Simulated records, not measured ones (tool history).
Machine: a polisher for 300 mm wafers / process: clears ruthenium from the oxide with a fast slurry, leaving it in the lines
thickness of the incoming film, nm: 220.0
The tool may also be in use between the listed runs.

run,hour,flow of slurry (ml/min),pressure of the wafer on the pad (psi),speed of the pad under the wafer (m/s),abrasive content of the slurry,overpolish time after the end point (s),time until the end point was called (s),dishing of a wide line in a test structure (nm)
1,0.0,160,2.5,0.76,1.0,17,73.641,35.181
2,7.5,160,2.5,0.76,1.0,22,75.437,44.230
3,14.7,160,2.5,0.76,1.0,17,75.321,36.154
4,16.2,160,1.9,0.76,1.0,17,97.522,28.383
5,17.4,160,1.9,0.76,0.8,17,105.580,26.216
6,18.5,160,1.9,0.92,0.8,17,88.893,31.417
7,19.7,160,2.1,0.92,0.8,20,80.882,38.779
8,28.2,160,2.2,0.92,0.8,22,75.967,43.873

Run 9 is up next; what results do you expect?
9,35.0,160,2.2,0.92,0.8,23,?,?

time until the end point was called (s): 75.577
dishing of a wide line in a test structure (nm): 44.849
